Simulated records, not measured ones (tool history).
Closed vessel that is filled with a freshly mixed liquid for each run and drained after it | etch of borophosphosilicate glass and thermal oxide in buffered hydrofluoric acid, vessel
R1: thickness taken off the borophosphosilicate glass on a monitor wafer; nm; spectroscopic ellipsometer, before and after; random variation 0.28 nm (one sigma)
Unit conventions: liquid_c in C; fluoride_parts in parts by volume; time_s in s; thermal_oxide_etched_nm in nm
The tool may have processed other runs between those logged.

{"run": 1, "hour": 0.0, "liquid_c": 22, "fluoride_parts": 17.5, "time_s": 60, "R1": 72.468, "thermal_oxide_etched_nm": 34.201}
{"run": 2, "hour": 1.5, "liquid_c": 24, "fluoride_parts": 17.5, "time_s": 60, "R1": 80.76, "thermal_oxide_etched_nm": 38.04}
{"run": 3, "hour": 4.2, "liquid_c": 26, "fluoride_parts": 17.5, "time_s": 60, "R1": 90.76, "thermal_oxide_etched_nm": 42.374}
{"run": 4, "hour": 5.2, "liquid_c": 24.5, "fluoride_parts": 18.5, "time_s": 60, "R1": 79.384, "thermal_oxide_etched_nm": 36.831}
{"run": 5, "hour": 6.1, "liquid_c": 24.5, "fluoride_parts": 18.5, "time_s": 80, "R1": 105.23, "thermal_oxide_etched_nm": 49.257}
{"run": 6, "hour": 7.7, "liquid_c": 26.5, "fluoride_parts": 18.5, "time_s": 80, "R1": 116.15, "thermal_oxide_etched_nm": 55.089}
{"run": 7, "hour": 10.0, "liquid_c": 25, "fluoride_parts": 20, "time_s": 80, "R1": 99.178, "thermal_oxide_etched_nm": 47.066}
{"run": 8, "hour": 18.1, "liquid_c": 24, "fluoride_parts": 21.5, "time_s": 80, "R1": 90.318, "thermal_oxide_etched_nm": 42.442}
{"run": 9, "hour": 19.5, "liquid_c": 24, "fluoride_parts": 21.5, "time_s": 80, "R1": 90.684, "thermal_oxide_etched_nm": 42.538}

For run 10, what comes out?
{"run": 10, "hour": 20.1, "liquid_c": 20, "fluoride_parts": 27, "time_s": 75, "R1": "?", "thermal_oxide_etched_nm": "?"}

R1: 58.65 nm
thermal_oxide_etched_nm: 27.094 nm
